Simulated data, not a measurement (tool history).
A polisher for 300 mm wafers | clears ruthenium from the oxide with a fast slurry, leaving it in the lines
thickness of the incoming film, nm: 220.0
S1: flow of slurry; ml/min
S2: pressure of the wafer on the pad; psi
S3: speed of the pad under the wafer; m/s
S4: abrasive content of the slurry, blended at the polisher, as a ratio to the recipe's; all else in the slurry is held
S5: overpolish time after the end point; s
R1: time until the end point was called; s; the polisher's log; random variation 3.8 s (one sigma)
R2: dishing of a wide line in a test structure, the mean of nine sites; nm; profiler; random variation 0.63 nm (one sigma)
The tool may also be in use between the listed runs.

run,hour,S1,S2,S3,S4,S5,R1,R2
1,0.0,300,1.9,0.98,1.0,29,82.152,51.150
2,8.0,245,1.9,0.98,1.0,29,78.624,50.677
3,10.8,245,1.9,0.84,1.0,29,86.925,49.069
4,16.9,250,1.7,0.74,1.0,32,103.630,46.656
5,21.2,250,1.3,0.74,1.0,32,138.000,38.010
6,27.7,250,1.2,0.70,1.0,35,154.790,37.303
7,33.8,250,1.1,0.68,1.0,38,168.370,36.074
8,42.6,250,1.1,0.66,1.0,41,168.740,38.394

Run 9 comes next. What will it give?
9,50.0,250,1.1,0.64,1.0,43,?,?

Run 9 gave R1 175.700 s, R2 39.076 nm.
